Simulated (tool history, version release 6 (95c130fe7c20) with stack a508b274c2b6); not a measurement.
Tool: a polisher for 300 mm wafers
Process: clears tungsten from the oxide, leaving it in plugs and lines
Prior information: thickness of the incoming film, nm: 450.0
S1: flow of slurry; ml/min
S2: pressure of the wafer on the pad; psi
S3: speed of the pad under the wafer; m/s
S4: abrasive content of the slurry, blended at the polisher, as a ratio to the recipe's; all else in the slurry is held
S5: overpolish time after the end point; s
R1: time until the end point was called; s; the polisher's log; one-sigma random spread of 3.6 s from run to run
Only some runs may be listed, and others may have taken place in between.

run,hour,S1,S2,S3,S4,S5,R1
1,0,155,2.9,1.08,1,12,109.7
2,0.8,195,2.9,1.08,1,12,104.99
3,8.8,195,2.9,1.08,1.2,12,99.696
4,9.6,195,3.5,1.08,1.2,12,81.937
# hour 15.6: head pressure recalibrated
5,15.6,195,3.5,1.08,1,12,100.03
6,17.2,195,3.1,0.88,1,12,136.23
7,19.6,190,2.3,0.8,1,12,195.7
8,27.1,190,2.2,0.8,1,12,205.19

Run 9 is up next; what results do you expect?
9,31.4,190,2.1,0.8,1,12,?

{"run 9": {"R1": 213.31}}
